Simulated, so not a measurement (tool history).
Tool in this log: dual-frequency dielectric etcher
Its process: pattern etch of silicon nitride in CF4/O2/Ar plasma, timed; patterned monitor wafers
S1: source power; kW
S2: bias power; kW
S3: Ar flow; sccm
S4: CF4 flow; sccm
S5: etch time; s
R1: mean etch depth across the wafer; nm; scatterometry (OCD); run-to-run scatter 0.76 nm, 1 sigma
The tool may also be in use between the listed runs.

run  hour    S1     S2  S3   S4    S5      R1
  1     0  0.57  0.061  89   97   100  229.15
  2   4.5  0.57  0.061  89   97  91.5  212.31
  3   6.7  0.57  0.061  89   97   100  230.47
  4  12.1  0.57  0.061  89  110   100  232.02
  5  17.6  0.57  0.061  89  124   100  233.67
  6  18.9  0.57  0.061  89  116   100  235.11

Predict the results of run 7:
  7  26.4  0.5  0.055  91  114  100   ?

R1: 197.2 nm
